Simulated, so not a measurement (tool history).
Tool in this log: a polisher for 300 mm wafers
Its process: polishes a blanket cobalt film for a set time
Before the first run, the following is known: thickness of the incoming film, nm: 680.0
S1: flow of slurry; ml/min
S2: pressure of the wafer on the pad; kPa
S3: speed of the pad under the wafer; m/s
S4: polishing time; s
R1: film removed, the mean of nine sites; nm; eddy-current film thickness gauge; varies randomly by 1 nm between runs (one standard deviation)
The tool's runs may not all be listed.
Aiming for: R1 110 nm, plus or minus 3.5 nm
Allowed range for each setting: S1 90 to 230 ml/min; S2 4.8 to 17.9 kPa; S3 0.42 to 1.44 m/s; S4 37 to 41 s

| run | hour | S1 | S2 | S3 | S4 | R1 |
|---|---|---|---|---|---|---|
| 1 | 0 | 150 | 11 | 0.92 | 41 | 131.88 |
| 2 | 8.8 | 150 | 11 | 1.06 | 41 | 151.45 |
| 3 | 16.9 | 145 | 10.3 | 1.06 | 41 | 139.91 |
| 4 | 21.6 | 145 | 13.1 | 1.06 | 41 | 179.31 |
| 5 | 27.5 | 140 | 12.4 | 1.06 | 41 | 168.98 |
| 6 | 28.5 | 140 | 11 | 1.06 | 41 | 148.65 |
| 7 | 34.1 | 135 | 10.3 | 1.06 | 41 | 138.44 |
| 8 | 39.2 | 130 | 10.3 | 1.06 | 41 | 137.13 |
| 9 | 48.1 | 125 | 10.3 | 1.06 | 41 | 137.95 |
| 10 | 54 | 125 | 9.7 | 1.06 | 41 | 127.84 |
| 11 | 58.5 | 115 | 9 | 1.06 | 41 | 118.69 |

Which single option among these 4 for the next run brings every result within its allowed miss of target? Just one does.
| A | 63 | 90 | 11.7 | 0.94 | 38 | ? |
| B | 63 | 115 | 9 | 1.1 | 40 | ? |
| C | 63 | 90 | 10.3 | 1.02 | 40 | ? |
| D | 63 | 105 | 9 | 1.02 | 40 | ? |

| move | R1 |
|---|---|
| A | 119.96 |
| B | 119.06 |
| C | 120.47 |
| D | 108.91 |
A: its largest miss is bigger than the last run's
B: no better and no worse than the last run
C: its largest miss is bigger than the last run's
D: every result within its allowed miss
The move that meets every target is D.

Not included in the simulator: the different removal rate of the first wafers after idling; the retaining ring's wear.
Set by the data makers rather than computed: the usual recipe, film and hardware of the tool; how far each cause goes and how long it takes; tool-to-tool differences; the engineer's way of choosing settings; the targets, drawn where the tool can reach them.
